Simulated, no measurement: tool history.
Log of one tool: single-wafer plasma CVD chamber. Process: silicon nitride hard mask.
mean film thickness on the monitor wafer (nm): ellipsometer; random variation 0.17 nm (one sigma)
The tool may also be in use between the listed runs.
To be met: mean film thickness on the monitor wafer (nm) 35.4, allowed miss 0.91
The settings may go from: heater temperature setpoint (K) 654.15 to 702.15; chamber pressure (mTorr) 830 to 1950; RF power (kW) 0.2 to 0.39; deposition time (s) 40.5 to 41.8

run,hour,heater temperature setpoint (K),chamber pressure (mTorr),RF power (kW),deposition time (s),mean film thickness on the monitor wafer (nm)
1,0,678.15,1390,0.295,40.5,43.947
2,6.4,678.15,1340,0.29,40.5,42.968
3,14,678.15,1300,0.285,40.5,41.78
4,18.8,678.15,1300,0.26,40.5,39.28
5,22.1,678.15,1270,0.26,40.5,39.266
6,28.8,678.15,1240,0.26,40.5,38.889
7,29.6,678.15,1210,0.26,40.5,38.578
8,36.5,678.15,1180,0.26,40.5,37.944
9,38.8,678.15,1160,0.26,40.5,37.969
10,41.6,678.15,1160,0.26,40.5,37.967
11,42.8,678.15,1140,0.26,40.5,37.904
12,44.8,678.15,1120,0.26,40.5,37.636
13,53.6,678.15,1100,0.26,40.5,37.122

Which of these 4 next moves meets every target?
A,62.4,674.15,1210,0.255,41.8,?
B,62.4,688.15,990,0.225,41.6,?
C,62.4,670.15,970,0.26,40.5,?
D,62.4,675.15,1140,0.255,41.7,?

move,mean film thickness on the monitor wafer (nm)
A,39.347
B,33.303
C,35.823
D,38.456
A: further off than the last run
B: takes the result that was furthest off past its target
C: meets every target
D: further off than the last run
The right move is C.

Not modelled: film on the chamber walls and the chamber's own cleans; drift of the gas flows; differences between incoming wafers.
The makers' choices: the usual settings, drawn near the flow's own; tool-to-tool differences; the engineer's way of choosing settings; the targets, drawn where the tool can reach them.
